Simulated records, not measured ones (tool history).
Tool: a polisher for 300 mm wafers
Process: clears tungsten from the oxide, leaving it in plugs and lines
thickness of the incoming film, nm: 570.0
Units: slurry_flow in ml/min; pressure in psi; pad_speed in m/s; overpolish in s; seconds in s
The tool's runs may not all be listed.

Run 1, day 0: slurry_flow 170 ml/min, pressure 3 psi, pad_speed 1.18 m/s, slurry_solids 1, overpolish 31 s. Result: seconds 142.98 s.
Run 2, day 0.071: slurry_flow 170 ml/min, pressure 3 psi, pad_speed 1.18 m/s, slurry_solids 1, overpolish 33 s. Result: seconds 144.63 s.
Run 3, day 0.362: slurry_flow 170 ml/min, pressure 3 psi, pad_speed 1.18 m/s, slurry_solids 0.9, overpolish 33 s. Result: seconds 147.39 s.
Run 4, day 0.408: slurry_flow 165 ml/min, pressure 2.6 psi, pad_speed 1.12 m/s, slurry_solids 0.9, overpolish 33 s. Result: seconds 177.91 s.
Run 5, day 0.7: slurry_flow 125 ml/min, pressure 2.6 psi, pad_speed 1.12 m/s, slurry_solids 0.9, overpolish 33 s. Result: seconds 185.34 s.
Run 6, day 0.762: slurry_flow 125 ml/min, pressure 2.6 psi, pad_speed 1.12 m/s, slurry_solids 1.1, overpolish 33 s. Result: seconds 182.37 s.
Run 7, day 1.125: slurry_flow 120 ml/min, pressure 2.3 psi, pad_speed 1.1 m/s, slurry_solids 1.1, overpolish 33 s. Result: seconds 207.58 s.
Run 8, day 1.238: slurry_flow 115 ml/min, pressure 2 psi, pad_speed 1.08 m/s, slurry_solids 1.1, overpolish 33 s. Result: seconds 246.68 s.

The next listed run, before its measurement:
Run 9, day 1.554: slurry_flow 105 ml/min, pressure 1.4 psi, pad_speed 1.08 m/s, slurry_solids 1.1, overpolish 33 s. Result: seconds ?.

seconds: 349.66 s

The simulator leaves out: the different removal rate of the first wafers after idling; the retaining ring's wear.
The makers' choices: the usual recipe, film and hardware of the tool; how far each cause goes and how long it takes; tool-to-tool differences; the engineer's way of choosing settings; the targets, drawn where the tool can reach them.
